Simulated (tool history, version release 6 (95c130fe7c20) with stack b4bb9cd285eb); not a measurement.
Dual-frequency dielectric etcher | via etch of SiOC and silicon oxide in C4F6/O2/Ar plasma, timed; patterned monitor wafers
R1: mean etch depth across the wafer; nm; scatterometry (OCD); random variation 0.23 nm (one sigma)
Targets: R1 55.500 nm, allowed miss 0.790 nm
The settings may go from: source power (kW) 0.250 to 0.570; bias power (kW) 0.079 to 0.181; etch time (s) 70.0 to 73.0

Run 1, hour 0.0: source power (kW) 0.410, bias power (kW) 0.130, etch time (s) 70.0. Result: R1 68.145 nm.
Run 2, hour 6.3: source power (kW) 0.340, bias power (kW) 0.130, etch time (s) 70.0. Result: R1 61.852 nm.
Run 3, hour 7.6: source power (kW) 0.340, bias power (kW) 0.130, etch time (s) 70.0. Result: R1 61.736 nm.
Run 4, hour 11.7: source power (kW) 0.340, bias power (kW) 0.109, etch time (s) 70.0. Result: R1 58.542 nm.
Run 5, hour 18.1: source power (kW) 0.340, bias power (kW) 0.109, etch time (s) 73.0. Result: R1 60.978 nm.
Run 6, hour 18.9: source power (kW) 0.320, bias power (kW) 0.108, etch time (s) 73.0. Result: R1 58.874 nm.
Run 7, hour 24.1: source power (kW) 0.310, bias power (kW) 0.108, etch time (s) 73.0. Result: R1 57.745 nm.
Run 8, hour 27.3: source power (kW) 0.300, bias power (kW) 0.108, etch time (s) 73.0. Result: R1 57.045 nm.

4 next moves are on the table. One of them brings every result within its allowed miss. Which?
Run A, hour 30.5: source power (kW) 0.290, bias power (kW) 0.115, etch time (s) 71.5. Result: R1 ?.
Run B, hour 30.5: source power (kW) 0.310, bias power (kW) 0.113, etch time (s) 71.5. Result: R1 ?.
Run C, hour 30.5: source power (kW) 0.380, bias power (kW) 0.085, etch time (s) 71.5. Result: R1 ?.
Run D, hour 30.5: source power (kW) 0.320, bias power (kW) 0.111, etch time (s) 71.5. Result: R1 ?.

move      R1
   A  56.034
   B  57.803
   C  58.915
   D  58.468
A: meets every target
B: further off than the last run
C: further off than the last run
D: further off than the last run
Answer: A
